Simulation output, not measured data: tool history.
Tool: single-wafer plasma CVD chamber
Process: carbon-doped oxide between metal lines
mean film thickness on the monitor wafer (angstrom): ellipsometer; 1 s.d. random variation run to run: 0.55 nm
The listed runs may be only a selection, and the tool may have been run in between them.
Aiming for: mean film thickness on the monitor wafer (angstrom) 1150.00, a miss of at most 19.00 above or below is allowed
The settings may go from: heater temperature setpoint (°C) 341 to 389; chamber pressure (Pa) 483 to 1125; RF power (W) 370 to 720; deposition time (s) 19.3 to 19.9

run	hour	heater temperature setpoint (°C)	chamber pressure (Pa)	RF power (W)	deposition time (s)	mean film thickness on the monitor wafer (angstrom)
1	0.0	365	804	545	19.3	969.07
2	2.6	355	804	545	19.3	994.95
3	5.8	361	804	545	19.3	970.36
4	12.1	361	804	545	19.9	997.61
5	20.7	361	804	575	19.9	1052.60
6	21.2	358	839	585	19.9	1072.90
7	22.2	356	859	595	19.9	1106.20
8	22.7	354	875	595	19.9	1097.40
9	31.1	353	879	600	19.9	1097.90
10	34.5	352	879	610	19.9	1120.20

Exercise: of the 5 proposed moves below, exactly one satisfies all targets within the stated allowed misses. Which move is it?
A	37.9	344	825	585	19.7	?
B	37.9	358	1001	610	19.5	?
C	37.9	357	788	645	19.3	?
D	37.9	342	856	600	19.3	?
E	37.9	348	1003	640	19.3	?

move	mean film thickness on the monitor wafer (angstrom)
A	1094.90
B	1096.90
C	1114.00
D	1104.00
E	1152.90
A: the biggest miss grows against the last run
B: the biggest miss grows against the last run
C: the biggest miss grows against the last run
D: the biggest miss grows against the last run
E: meets every target
Go with E: it meets all targets.
